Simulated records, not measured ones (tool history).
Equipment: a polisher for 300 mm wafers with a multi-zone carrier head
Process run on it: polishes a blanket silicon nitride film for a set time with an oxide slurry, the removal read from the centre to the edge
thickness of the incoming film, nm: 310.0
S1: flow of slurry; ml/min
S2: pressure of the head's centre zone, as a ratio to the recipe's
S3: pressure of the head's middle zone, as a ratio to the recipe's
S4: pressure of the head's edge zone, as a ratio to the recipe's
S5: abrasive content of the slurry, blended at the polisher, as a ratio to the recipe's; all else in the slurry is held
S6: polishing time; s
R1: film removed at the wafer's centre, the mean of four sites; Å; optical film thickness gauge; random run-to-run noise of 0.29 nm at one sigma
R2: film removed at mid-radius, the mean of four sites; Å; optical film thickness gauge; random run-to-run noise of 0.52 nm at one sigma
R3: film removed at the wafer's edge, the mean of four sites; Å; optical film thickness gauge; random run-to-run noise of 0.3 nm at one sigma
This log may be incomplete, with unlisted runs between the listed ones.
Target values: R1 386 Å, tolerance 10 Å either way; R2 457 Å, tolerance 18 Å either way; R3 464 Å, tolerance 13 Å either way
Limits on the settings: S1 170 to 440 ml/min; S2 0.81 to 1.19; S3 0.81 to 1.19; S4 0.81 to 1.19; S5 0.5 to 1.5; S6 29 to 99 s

{"run": 1, "hour": 0.0, "S1": 280, "S2": 1, "S3": 1, "S4": 1, "S5": 1, "S6": 64, "R1": 375.54, "R2": 384.18, "R3": 384.7}
{"run": 2, "hour": 4.3, "S1": 290, "S2": 0.99, "S3": 1.02, "S4": 1.03, "S5": 1.05, "S6": 64, "R1": 387.57, "R2": 404.18, "R3": 403.85}
{"run": 3, "hour": 11.7, "S1": 255, "S2": 0.99, "S3": 1.02, "S4": 1.03, "S5": 1.05, "S6": 64, "R1": 385.38, "R2": 403.2, "R3": 394.87}
{"run": 4, "hour": 19.0, "S1": 275, "S2": 0.97, "S3": 1.03, "S4": 1.06, "S5": 1.05, "S6": 64, "R1": 377.16, "R2": 412.98, "R3": 403.45}
{"run": 5, "hour": 27.5, "S1": 275, "S2": 0.97, "S3": 1.03, "S4": 1.06, "S5": 1.05, "S6": 71, "R1": 417.39, "R2": 452.87, "R3": 449.29}
{"run": 6, "hour": 31.1, "S1": 275, "S2": 0.95, "S3": 1.03, "S4": 1.07, "S5": 1.05, "S6": 71, "R1": 414.23, "R2": 442.18, "R3": 458.08}
{"run": 7, "hour": 37.0, "S1": 275, "S2": 0.94, "S3": 1.04, "S4": 1.07, "S5": 1.05, "S6": 71, "R1": 405.48, "R2": 450.37, "R3": 459.57}
{"run": 8, "hour": 42.2, "S1": 275, "S2": 0.94, "S3": 1.04, "S4": 1.07, "S5": 1.05, "S6": 71, "R1": 409.84, "R2": 456.3, "R3": 457.71}
{"run": 9, "hour": 48.4, "S1": 275, "S2": 0.93, "S3": 1.04, "S4": 1.07, "S5": 1.05, "S6": 71, "R1": 404.19, "R2": 451.14, "R3": 450.13}
{"run": 10, "hour": 52.0, "S1": 275, "S2": 0.92, "S3": 1.04, "S4": 1.08, "S5": 1.05, "S6": 71, "R1": 402.02, "R2": 460.93, "R3": 459.59}

Exactly one of the 4 candidate moves below puts every result within its allowed miss. Which one?
{"run": "A", "hour": 55.6, "S1": 315, "S2": 0.9, "S3": 1.06, "S4": 1.07, "S5": 1.05, "S6": 73, "R1": "?", "R2": "?", "R3": "?"}
{"run": "B", "hour": 55.6, "S1": 180, "S2": 0.89, "S3": 1.04, "S4": 1.07, "S5": 1, "S6": 79, "R1": "?", "R2": "?", "R3": "?"}
{"run": "C", "hour": 55.6, "S1": 285, "S2": 0.97, "S3": 1.04, "S4": 1.14, "S5": 1, "S6": 73, "R1": "?", "R2": "?", "R3": "?"}
{"run": "D", "hour": 55.6, "S1": 315, "S2": 0.99, "S3": 0.95, "S4": 1.11, "S5": 0.95, "S6": 76, "R1": "?", "R2": "?", "R3": "?"}

move=A R1=409.58 R2=478.51 R3=475.47
move=B R1=388.84 R2=456.32 R3=470.14
move=C R1=423.31 R2=451.56 R3=472.11
move=D R1=439.59 R2=425.38 R3=473.08
A: its largest miss is bigger than the last run's
B: all results land within tolerance of their targets
C: its largest miss is bigger than the last run's
D: its largest miss is bigger than the last run's
Move B is the one to make.
